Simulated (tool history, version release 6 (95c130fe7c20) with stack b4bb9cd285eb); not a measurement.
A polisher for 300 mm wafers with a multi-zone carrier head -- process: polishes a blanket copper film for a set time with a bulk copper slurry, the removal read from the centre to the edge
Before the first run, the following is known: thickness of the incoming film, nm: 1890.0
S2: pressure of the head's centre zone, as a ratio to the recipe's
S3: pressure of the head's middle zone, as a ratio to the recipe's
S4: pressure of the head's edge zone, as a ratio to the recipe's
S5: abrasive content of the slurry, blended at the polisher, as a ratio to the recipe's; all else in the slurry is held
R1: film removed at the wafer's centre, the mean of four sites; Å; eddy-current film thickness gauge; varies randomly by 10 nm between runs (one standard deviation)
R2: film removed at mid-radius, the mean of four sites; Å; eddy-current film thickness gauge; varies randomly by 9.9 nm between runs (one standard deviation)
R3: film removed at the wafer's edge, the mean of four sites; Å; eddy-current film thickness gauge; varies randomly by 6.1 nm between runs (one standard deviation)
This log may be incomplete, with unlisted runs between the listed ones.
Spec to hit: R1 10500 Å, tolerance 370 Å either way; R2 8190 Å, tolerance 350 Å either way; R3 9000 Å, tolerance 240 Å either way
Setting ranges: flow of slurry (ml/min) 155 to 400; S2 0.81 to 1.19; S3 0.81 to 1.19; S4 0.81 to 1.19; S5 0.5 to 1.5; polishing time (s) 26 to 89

{"run": 1, "hour": 0.0, "flow of slurry (ml/min)": 255, "S2": 1, "S3": 1, "S4": 1, "S5": 1, "polishing time (s)": 57, "R1": 6938.2, "R2": 6859.1, "R3": 6735.2}
{"run": 2, "hour": 7.1, "flow of slurry (ml/min)": 255, "S2": 1, "S3": 1, "S4": 1, "S5": 1, "polishing time (s)": 51, "R1": 6211.3, "R2": 6222.2, "R3": 5965.5}
{"run": 3, "hour": 12.3, "flow of slurry (ml/min)": 200, "S2": 1, "S3": 1, "S4": 1, "S5": 1, "polishing time (s)": 51, "R1": 6033.6, "R2": 6027, "R3": 5816.6}
{"run": 4, "hour": 14.8, "flow of slurry (ml/min)": 200, "S2": 1, "S3": 1, "S4": 1, "S5": 0.85, "polishing time (s)": 51, "R1": 5797.7, "R2": 5723.2, "R3": 5675.5}
{"run": 5, "hour": 17.8, "flow of slurry (ml/min)": 200, "S2": 1, "S3": 1, "S4": 1, "S5": 0.95, "polishing time (s)": 51, "R1": 5993.1, "R2": 5867.1, "R3": 5871.8}
{"run": 6, "hour": 19.8, "flow of slurry (ml/min)": 195, "S2": 1.05, "S3": 0.99, "S4": 1.03, "S5": 1.1, "polishing time (s)": 55, "R1": 6826.9, "R2": 6422.1, "R3": 6441.8}
{"run": 7, "hour": 23.5, "flow of slurry (ml/min)": 220, "S2": 1.09, "S3": 0.97, "S4": 1.06, "S5": 1.2, "polishing time (s)": 58, "R1": 7868, "R2": 6919.2, "R3": 7083.4}
{"run": 8, "hour": 25.5, "flow of slurry (ml/min)": 265, "S2": 1.17, "S3": 0.93, "S4": 1.16, "S5": 1.45, "polishing time (s)": 65, "R1": 9863.3, "R2": 7880.1, "R3": 8765.1}
{"run": 9, "hour": 26.2, "flow of slurry (ml/min)": 270, "S2": 1.18, "S3": 0.93, "S4": 1.15, "S5": 1.45, "polishing time (s)": 65, "R1": 9969.6, "R2": 7895.1, "R3": 8770.2}
{"run": 10, "hour": 33.1, "flow of slurry (ml/min)": 275, "S2": 1.18, "S3": 0.93, "S4": 1.14, "S5": 1.45, "polishing time (s)": 65, "R1": 9908.8, "R2": 8026.1, "R3": 8762.9}

5 next moves are on the table. One of them brings every result within its allowed miss. Which?
{"run": "A", "hour": 40.0, "flow of slurry (ml/min)": 235, "S2": 1.19, "S3": 0.93, "S4": 1.14, "S5": 1.4, "polishing time (s)": 64, "R1": "?", "R2": "?", "R3": "?"}
{"run": "B", "hour": 40.0, "flow of slurry (ml/min)": 345, "S2": 0.99, "S3": 0.91, "S4": 1.11, "S5": 1.35, "polishing time (s)": 66, "R1": "?", "R2": "?", "R3": "?"}
{"run": "C", "hour": 40.0, "flow of slurry (ml/min)": 315, "S2": 1.19, "S3": 0.94, "S4": 1.15, "S5": 1.5, "polishing time (s)": 65, "R1": "?", "R2": "?", "R3": "?"}
{"run": "D", "hour": 40.0, "flow of slurry (ml/min)": 275, "S2": 1.15, "S3": 1.04, "S4": 1.05, "S5": 1.5, "polishing time (s)": 69, "R1": "?", "R2": "?", "R3": "?"}
{"run": "E", "hour": 40.0, "flow of slurry (ml/min)": 265, "S2": 1.12, "S3": 0.86, "S4": 1.14, "S5": 1.4, "polishing time (s)": 65, "R1": "?", "R2": "?", "R3": "?"}

move=A R1=9726.4 R2=7670.9 R3=8508.9
move=B R1=8677.3 R2=8061.8 R3=8886.1
move=C R1=10383 R2=8231 R3=9015.9
move=D R1=10489 R2=9382.8 R3=9028.7
move=E R1=9447.7 R2=7416.3 R3=8750.4
A: further off than the last run
B: further off than the last run
C: hits every target within its allowed miss
D: the furthest-off result lands on target, but another misses its tolerance
E: further off than the last run
Answer: C
